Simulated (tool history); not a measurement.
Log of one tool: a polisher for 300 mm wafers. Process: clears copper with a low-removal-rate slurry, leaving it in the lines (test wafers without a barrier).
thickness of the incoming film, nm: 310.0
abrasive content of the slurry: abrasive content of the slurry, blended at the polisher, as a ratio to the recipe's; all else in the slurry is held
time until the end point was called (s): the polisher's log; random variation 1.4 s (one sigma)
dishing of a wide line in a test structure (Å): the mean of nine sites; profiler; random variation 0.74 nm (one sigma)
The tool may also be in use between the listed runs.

run,hour,flow of slurry (ml/min),pressure of the wafer on the pad (psi),speed of the pad under the wafer (m/s),abrasive content of the slurry,overpolish time after the end point (s),time until the end point was called (s),dishing of a wide line in a test structure (Å)
1,0,155,2.1,0.88,1,24,229.34,233.52
2,8.6,135,2.1,0.88,1,24,237.9,230.43
3,15.8,145,2.2,0.88,1,26,222.98,261.31
4,23.3,155,2.3,0.88,1,27,210.41,278.32
5,27,155,2.3,0.72,1,27,252.04,241.61
6,31.9,170,2.3,0.72,1,27,249.13,243.56
7,38.7,175,2.5,0.72,1,28,231.26,269.46
8,43.8,175,2.7,0.74,1,29,209.41,302.38
9,46.8,175,2.8,0.74,1,30,203.13,314.21
10,49.4,180,2.9,0.76,1,31,186.6,343.49
11,56.7,185,3,0.76,1,32,181.11,367.47
12,58.6,185,3,0.76,1,33,177.98,382.95
13,60.3,190,3,0.76,1,33,176.55,374.44
14,63.8,195,3,0.76,1,34,180.56,390.63

The next listed run, before its measurement:
15,72.4,195,3.1,0.78,1,35,?,?

Run 15 gave time until the end point was called (s) 170.07, dishing of a wide line in a test structure (Å) 420.7.
